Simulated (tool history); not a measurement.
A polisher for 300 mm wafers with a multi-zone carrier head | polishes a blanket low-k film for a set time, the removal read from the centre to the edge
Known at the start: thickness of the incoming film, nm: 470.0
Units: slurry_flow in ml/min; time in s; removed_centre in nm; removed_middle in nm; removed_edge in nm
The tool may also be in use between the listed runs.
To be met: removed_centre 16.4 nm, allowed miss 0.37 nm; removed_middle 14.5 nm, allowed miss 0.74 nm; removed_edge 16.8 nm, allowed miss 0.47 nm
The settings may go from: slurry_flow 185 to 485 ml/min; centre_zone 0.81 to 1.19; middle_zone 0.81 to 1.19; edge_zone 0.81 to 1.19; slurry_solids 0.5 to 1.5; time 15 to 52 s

| run | day | slurry_flow | centre_zone | middle_zone | edge_zone | slurry_solids | time | removed_centre | removed_middle | removed_edge |
|---|---|---|---|---|---|---|---|---|---|---|
| 1 | 0 | 310 | 1 | 1 | 1 | 1 | 33 | 12.123 | 12.038 | 11.865 |
| 2 | 0.125 | 310 | 1.01 | 0.99 | 1.03 | 1.1 | 33 | 12.87 | 12.193 | 12.547 |
| 3 | 0.417 | 310 | 0.97 | 0.99 | 1.03 | 1.1 | 33 | 12.306 | 12.338 | 12.649 |
| 4 | 0.462 | 310 | 0.97 | 0.99 | 1.03 | 1.1 | 27 | 10.046 | 10.087 | 10.305 |
| 5 | 0.538 | 310 | 0.98 | 0.99 | 1.05 | 1.15 | 28 | 10.803 | 11.076 | 10.954 |
| 6 | 0.642 | 305 | 0.98 | 0.97 | 1.06 | 1.2 | 29 | 11.072 | 11.07 | 11.436 |
| 7 | 0.842 | 305 | 0.99 | 0.96 | 1.08 | 1.25 | 30 | 11.756 | 11.564 | 12.172 |
| 8 | 1.1 | 305 | 1 | 0.95 | 1.09 | 1.3 | 31 | 12.466 | 11.865 | 12.714 |
| 9 | 1.425 | 305 | 1 | 0.94 | 1.1 | 1.35 | 32 | 12.998 | 12.323 | 13.355 |
| 10 | 1.717 | 305 | 1.01 | 0.94 | 1.11 | 1.35 | 33 | 13.585 | 12.685 | 13.772 |
| 11 | 2.038 | 310 | 1.01 | 0.93 | 1.12 | 1.35 | 34 | 13.965 | 12.905 | 14.245 |
| 12 | 2.112 | 310 | 1.01 | 0.93 | 1.13 | 1.35 | 35 | 14.333 | 13.358 | 14.899 |
| 13 | 2.308 | 320 | 1.02 | 0.93 | 1.14 | 1.35 | 35 | 14.642 | 13.525 | 14.875 |
| 14 | 2.375 | 320 | 1.02 | 0.92 | 1.15 | 1.35 | 35 | 14.677 | 13.703 | 14.896 |
| 15 | 2.546 | 345 | 1.02 | 0.83 | 1.19 | 1.5 | 36 | 15.734 | 13.075 | 15.99 |
| 16 | 2.796 | 345 | 1.02 | 0.84 | 1.19 | 1.5 | 36 | 15.848 | 13.266 | 16.309 |
| 17 | 2.929 | 350 | 1.02 | 0.85 | 1.19 | 1.5 | 36 | 15.697 | 13.277 | 16.337 |
| 18 | 3.229 | 350 | 1.03 | 0.86 | 1.19 | 1.5 | 36 | 15.83 | 13.197 | 16.395 |
| 19 | 3.342 | 400 | 1.04 | 0.96 | 1.19 | 1.5 | 37 | 16.626 | 15.367 | 16.767 |

Which of these 5 next moves meets every target?
| A | 3.454 | 395 | 1.01 | 0.9 | 1.19 | 1.5 | 37 | ? | ? | ? |
| B | 3.454 | 315 | 1.02 | 1.01 | 1.1 | 1.45 | 38 | ? | ? | ? |
| C | 3.454 | 485 | 1.08 | 1.02 | 1.16 | 1.25 | 38 | ? | ? | ? |
| D | 3.454 | 400 | 0.98 | 0.98 | 1.19 | 1.5 | 37 | ? | ? | ? |
| E | 3.454 | 315 | 1.09 | 1.05 | 1.19 | 1.5 | 36 | ? | ? | ? |

| move | removed_centre | removed_middle | removed_edge |
|---|---|---|---|
| A | 16.375 | 14.694 | 16.854 |
| B | 16.441 | 16.11 | 16.346 |
| C | 17.207 | 15.989 | 16.281 |
| D | 15.911 | 15.796 | 16.849 |
| E | 16.842 | 15.941 | 16.112 |
A: meets every target
B: further off than the last run
C: further off than the last run
D: further off than the last run
E: further off than the last run
The right move is A.

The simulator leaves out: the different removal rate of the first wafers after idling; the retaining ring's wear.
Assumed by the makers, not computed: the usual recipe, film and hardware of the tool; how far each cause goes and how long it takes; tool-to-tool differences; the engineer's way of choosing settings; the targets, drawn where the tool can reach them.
